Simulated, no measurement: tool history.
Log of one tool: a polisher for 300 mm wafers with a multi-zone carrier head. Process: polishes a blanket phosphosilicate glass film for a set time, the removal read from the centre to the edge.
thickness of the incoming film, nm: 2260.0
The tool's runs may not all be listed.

| run | hour | flow of slurry (ml/min) | pressure of the head's centre zone | pressure of the head's middle zone | pressure of the head's edge zone | abrasive content of the slurry | polishing time (s) | film removed at the wafer's centre (Å) | film removed at mid-radius (Å) | film removed at the wafer's edge (Å) |
|---|---|---|---|---|---|---|---|---|---|---|
| 1 | 0.0 | 275 | 1.00 | 1.00 | 1.00 | 1.00 | 52 | 4880.0 | 4887.6 | 4760.4 |
| 2 | 4.8 | 275 | 1.05 | 1.00 | 1.00 | 1.00 | 52 | 5078.9 | 4840.1 | 4802.5 |
| 3 | 5.9 | 270 | 1.05 | 0.98 | 0.96 | 0.95 | 52 | 4835.6 | 4585.2 | 4651.9 |
| 4 | 9.1 | 270 | 1.11 | 0.98 | 0.96 | 0.95 | 52 | 5155.7 | 4740.6 | 4629.5 |
| 5 | 15.7 | 270 | 1.12 | 0.97 | 0.93 | 0.90 | 52 | 5063.8 | 4432.6 | 4425.6 |
| 6 | 22.6 | 265 | 1.11 | 0.97 | 0.91 | 0.90 | 52 | 5003.0 | 4563.2 | 4322.5 |

Expected results for the next run?
| 7 | 28.7 | 260 | 1.11 | 0.96 | 0.91 | 0.90 | 52 | ? | ? | ? |

film removed at the wafer's centre (Å): 5094.8
film removed at mid-radius (Å): 4409.7
film removed at the wafer's edge (Å): 4350.2
